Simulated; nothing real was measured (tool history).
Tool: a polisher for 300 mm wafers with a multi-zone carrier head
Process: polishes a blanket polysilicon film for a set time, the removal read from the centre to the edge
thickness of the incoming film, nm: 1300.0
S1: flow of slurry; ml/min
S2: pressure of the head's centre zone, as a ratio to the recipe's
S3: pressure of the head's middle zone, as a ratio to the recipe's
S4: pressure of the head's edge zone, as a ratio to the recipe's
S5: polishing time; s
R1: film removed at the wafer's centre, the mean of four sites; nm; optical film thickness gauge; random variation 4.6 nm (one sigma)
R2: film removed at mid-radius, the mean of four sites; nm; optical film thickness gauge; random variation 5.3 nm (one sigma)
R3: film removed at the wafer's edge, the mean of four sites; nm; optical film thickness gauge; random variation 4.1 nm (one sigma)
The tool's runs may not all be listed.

run,hour,S1,S2,S3,S4,S5,R1,R2,R3
1,0,200,1,1,1,35,488.13,495.16,482.84
2,1.3,200,1,1,0.93,35,488.19,497.25,469.61
3,9.5,200,1,0.99,0.92,34,472.96,480.75,456.35
4,14.3,200,1,0.98,0.91,33,463.48,453.35,438.03
5,19.2,195,1,0.97,0.9,33,455.68,454.02,434.74
6,24.3,195,0.94,0.97,0.9,33,436.87,450.96,437.76
7,30.3,195,0.95,0.96,0.89,33,423.61,450.95,438.71
8,35.5,195,0.96,0.95,0.88,32,415.53,437.64,425.24
9,37.3,190,0.98,0.94,0.88,32,434.52,423.29,421.57

Forecast run 10:
10,44.4,185,0.98,0.94,0.87,32,?,?,?

{"run 10": {"R1": 430.26, "R2": 419.36, "R3": 412.2}}
